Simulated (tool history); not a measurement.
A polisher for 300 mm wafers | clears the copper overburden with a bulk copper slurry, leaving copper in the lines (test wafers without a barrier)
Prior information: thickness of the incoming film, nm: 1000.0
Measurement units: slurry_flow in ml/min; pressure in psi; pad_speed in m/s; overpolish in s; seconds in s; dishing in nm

run  hour  slurry_flow  pressure  pad_speed  slurry_solids  overpolish  seconds  dishing
  1     0          180       2.2        0.9              1          14   141.79   46.655
  2   5.6          180       2.2        0.9              1          17   142.53   51.148
  3   6.8          185         2       0.94              1          13   148.58   42.192
  4   7.9          190       1.9       0.96              1          10   151.47   35.096
  5  11.7          190       2.2       0.96              1          10    132.6   38.756
  6  14.7          190       2.2       0.76              1          10    161.8   33.902
  7  16.3          195       2.3       0.76              1           9   154.74   33.348

What does the tool deliver on the next run?
  8  19.4          205       2.5       0.78              1           4        ?        ?

Run 8 came out at seconds 139.49 s, dishing 18.766 nm.
